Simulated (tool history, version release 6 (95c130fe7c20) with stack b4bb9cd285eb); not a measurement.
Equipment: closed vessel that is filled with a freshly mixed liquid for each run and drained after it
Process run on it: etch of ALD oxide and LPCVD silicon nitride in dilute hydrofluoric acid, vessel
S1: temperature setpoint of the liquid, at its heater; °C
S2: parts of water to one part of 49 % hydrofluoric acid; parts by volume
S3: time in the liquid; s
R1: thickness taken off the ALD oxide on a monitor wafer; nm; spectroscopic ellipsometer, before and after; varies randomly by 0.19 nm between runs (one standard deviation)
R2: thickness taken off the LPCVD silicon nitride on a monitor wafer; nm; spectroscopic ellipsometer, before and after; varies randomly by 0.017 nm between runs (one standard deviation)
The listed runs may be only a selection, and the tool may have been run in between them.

run,hour,S1,S2,S3,R1,R2
1,0,21,240,645,31.543,1.0288
2,3.7,21,240,835,41.396,1.2803
3,11.9,20,260,830,36.218,1.1199
4,20.1,20,260,945,40.94,1.2996
5,24.4,19.5,275,915,36.071,1.0847
# hour 30.1: thermometer replaced
6,30.1,22,275,915,43.047,1.4771
7,39.6,18,345,845,25.784,0.8541
8,44,18,335,795,25.199,0.83006
9,48.6,18,335,795,25.085,0.85696
10,54.3,18,325,740,24.595,0.81115

Predict the results of run 11:
11,61.4,18,315,695,?,?

R1: 24.178 nm
R2: 0.79915 nm

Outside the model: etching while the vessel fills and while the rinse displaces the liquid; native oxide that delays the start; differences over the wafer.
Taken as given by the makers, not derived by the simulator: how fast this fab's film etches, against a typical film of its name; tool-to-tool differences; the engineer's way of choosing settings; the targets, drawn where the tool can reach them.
